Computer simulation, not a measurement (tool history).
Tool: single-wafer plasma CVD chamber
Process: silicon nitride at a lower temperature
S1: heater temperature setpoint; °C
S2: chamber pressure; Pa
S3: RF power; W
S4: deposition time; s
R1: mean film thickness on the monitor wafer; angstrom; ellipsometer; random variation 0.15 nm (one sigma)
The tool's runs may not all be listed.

run	hour	S1	S2	S3	S4	R1
1	0	370	184	260	34.5	356.31
2	7.4	370	179	260	34.5	356.94
3	9.7	370	179	260	35.6	366.12
4	15.4	370	179	260	34.5	356.94
5	16.6	370	211	260	34.5	368.17
6	17.6	370	201	260	34.5	363.73
7	19.1	370	193	260	34.5	361.89

Run 8 comes next. What will it give?
8	23.1	370	193	260	34.5	?

Run 8 gave R1 360.5 angstrom.

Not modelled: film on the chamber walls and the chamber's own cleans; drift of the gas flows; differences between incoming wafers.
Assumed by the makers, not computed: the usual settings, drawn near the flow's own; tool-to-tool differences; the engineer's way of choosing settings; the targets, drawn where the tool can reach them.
